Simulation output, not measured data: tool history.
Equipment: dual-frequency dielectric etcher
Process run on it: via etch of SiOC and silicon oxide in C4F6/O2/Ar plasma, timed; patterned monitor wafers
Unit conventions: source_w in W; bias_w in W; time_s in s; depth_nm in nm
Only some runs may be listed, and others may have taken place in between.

run    day  source_w  bias_w  time_s  depth_nm
  1      0       430     180     119    129.59
  2  0.325       450     185   119.5    134.47
  3  0.554       470     188   119.5    137.78
  4  0.708       410     188   119.5    130.73
  5  0.825       410     169   119.5    124.54
     0.875  -- source power generator calibrated
  6  0.875       410     150   119.5    118.22
  7  0.938       430     157     120    122.95
  8  1.175       450     164   120.5    128.58
  9  1.542       470     169     121    132.59

For run 10, what comes out?
 10  1.762       480     174   121.5         ?

Run 10 came out at depth_nm 135.96 nm.

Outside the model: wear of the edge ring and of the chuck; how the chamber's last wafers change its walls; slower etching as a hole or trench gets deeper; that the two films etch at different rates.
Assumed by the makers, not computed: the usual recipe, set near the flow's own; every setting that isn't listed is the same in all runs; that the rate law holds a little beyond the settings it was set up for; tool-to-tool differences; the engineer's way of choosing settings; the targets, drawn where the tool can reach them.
